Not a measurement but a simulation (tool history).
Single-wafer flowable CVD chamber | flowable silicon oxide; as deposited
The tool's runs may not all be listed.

run	hour	heater temperature setpoint (K)	chamber pressure (Torr)	RF power (kW)	deposition time (s)	mean film thickness on the monitor wafer (Å)
1	0	368.15	0.923	2.665	250	2087.3
2	8.1	368.15	0.923	2.51	250	2078.1
3	14.1	364.15	0.924	2.51	250	2352.3
4	19.1	355.15	0.924	2.51	250	2979.1
5	23.2	355.15	0.924	2.51	250	2966.4
6	25.2	355.15	0.924	2.77	250	3006.8
7	28.1	353.15	0.925	2.77	250	3172.4
8	31.5	352.15	0.926	2.77	250	3244.2
9	34.6	351.15	0.927	2.77	250	3333
10	42.7	350.15	0.927	2.77	250	3420.9

The next listed run, before its measurement:
11	46.5	349.15	0.927	2.77	250	?

{"run 11": {"mean film thickness on the monitor wafer (Å)": 3489.4}}
